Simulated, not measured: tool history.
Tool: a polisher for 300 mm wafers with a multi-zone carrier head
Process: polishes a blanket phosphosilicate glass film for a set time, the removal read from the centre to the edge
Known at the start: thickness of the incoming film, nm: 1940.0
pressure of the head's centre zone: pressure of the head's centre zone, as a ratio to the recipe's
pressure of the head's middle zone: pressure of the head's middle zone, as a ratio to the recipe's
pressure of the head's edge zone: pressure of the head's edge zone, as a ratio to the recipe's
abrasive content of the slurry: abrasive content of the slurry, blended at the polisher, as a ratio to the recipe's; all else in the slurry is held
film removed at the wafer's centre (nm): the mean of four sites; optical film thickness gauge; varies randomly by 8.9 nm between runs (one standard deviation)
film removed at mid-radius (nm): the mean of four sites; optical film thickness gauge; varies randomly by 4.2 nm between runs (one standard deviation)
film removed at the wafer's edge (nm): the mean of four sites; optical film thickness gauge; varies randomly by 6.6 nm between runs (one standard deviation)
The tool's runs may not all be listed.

run	hour	flow of slurry (ml/min)	pressure of the head's centre zone	pressure of the head's middle zone	pressure of the head's edge zone	abrasive content of the slurry	polishing time (s)	film removed at the wafer's centre (nm)	film removed at mid-radius (nm)	film removed at the wafer's edge (nm)
1	0.0	205	1.00	1.00	1.00	1.0	79	592.02	593.91	613.81
2	3.2	205	0.94	1.00	1.00	1.0	79	572.71	596.95	604.94
3	7.2	185	0.94	1.00	1.00	1.0	79	556.61	579.27	594.34
4	9.4	185	0.94	1.00	1.04	1.0	79	565.38	586.85	626.39
5	16.9	185	0.96	0.98	1.02	1.0	79	570.22	568.48	623.03
6	22.4	185	0.92	0.98	1.02	1.0	79	544.70	573.67	613.94
7	23.9	185	0.92	0.98	1.02	1.0	79	544.88	582.84	605.57

Forecast run 8:
8	29.6	175	1.02	0.88	0.92	0.8	78	?	?	?

Run 8 came out at film removed at the wafer's centre (nm) 544.20, film removed at mid-radius (nm) 481.89, film removed at the wafer's edge (nm) 534.13.

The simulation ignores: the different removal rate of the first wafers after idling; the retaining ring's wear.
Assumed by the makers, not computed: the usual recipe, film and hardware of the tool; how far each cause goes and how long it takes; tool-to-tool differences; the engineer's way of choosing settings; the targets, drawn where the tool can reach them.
